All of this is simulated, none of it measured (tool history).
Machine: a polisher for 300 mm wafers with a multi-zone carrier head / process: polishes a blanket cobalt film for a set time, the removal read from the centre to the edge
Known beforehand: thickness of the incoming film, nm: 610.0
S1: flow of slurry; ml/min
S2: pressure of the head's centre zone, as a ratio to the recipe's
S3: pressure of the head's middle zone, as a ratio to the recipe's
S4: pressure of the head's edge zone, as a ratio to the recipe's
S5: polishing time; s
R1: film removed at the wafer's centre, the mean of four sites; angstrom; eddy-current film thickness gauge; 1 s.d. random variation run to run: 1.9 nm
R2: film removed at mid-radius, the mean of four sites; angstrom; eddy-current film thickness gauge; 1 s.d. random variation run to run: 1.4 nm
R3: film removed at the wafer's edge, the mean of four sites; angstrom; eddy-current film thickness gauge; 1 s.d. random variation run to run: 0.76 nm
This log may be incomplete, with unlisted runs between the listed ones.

| run | hour | S1 | S2 | S3 | S4 | S5 | R1 | R2 | R3 |
|---|---|---|---|---|---|---|---|---|---|
| 1 | 0 | 140 | 1 | 1 | 1 | 45 | 2312.7 | 2387.4 | 2272.9 |
| 2 | 7.1 | 140 | 1 | 1.05 | 1 | 45 | 2338.1 | 2475.6 | 2256.4 |
| 3 | 10 | 130 | 1.02 | 1.01 | 0.97 | 39 | 2054.6 | 2015.4 | 1911.4 |
| 4 | 14.6 | 130 | 1.02 | 1.04 | 0.97 | 39 | 2050.5 | 2098.3 | 1905.2 |
| 5 | 23.5 | 130 | 1.02 | 1.04 | 0.97 | 48 | 2538.3 | 2571.7 | 2337.3 |
|  | 30.2 | edge zone pressure recalibrated |
| 6 | 30.2 | 120 | 1.02 | 1.01 | 0.94 | 42 | 2148.3 | 2142.3 | 2124.8 |
| 7 | 30.9 | 120 | 1.03 | 1.01 | 0.95 | 36 | 1873 | 1863.7 | 1813.3 |
| 8 | 36.2 | 115 | 1.05 | 1.01 | 0.95 | 32 | 1667.4 | 1624.4 | 1585.2 |
| 9 | 41.2 | 85 | 1.08 | 0.96 | 0.85 | 25 | 1254.3 | 1162.5 | 1146.5 |
| 10 | 45.7 | 95 | 1.08 | 0.96 | 0.86 | 25 | 1282.6 | 1171.6 | 1161.5 |

Forecast run 11:
| 11 | 54.4 | 105 | 1.07 | 0.96 | 0.87 | 25 | ? | ? | ? |

Run 11 came out at R1 1339.5 angstrom, R2 1227 angstrom, R3 1194.9 angstrom.

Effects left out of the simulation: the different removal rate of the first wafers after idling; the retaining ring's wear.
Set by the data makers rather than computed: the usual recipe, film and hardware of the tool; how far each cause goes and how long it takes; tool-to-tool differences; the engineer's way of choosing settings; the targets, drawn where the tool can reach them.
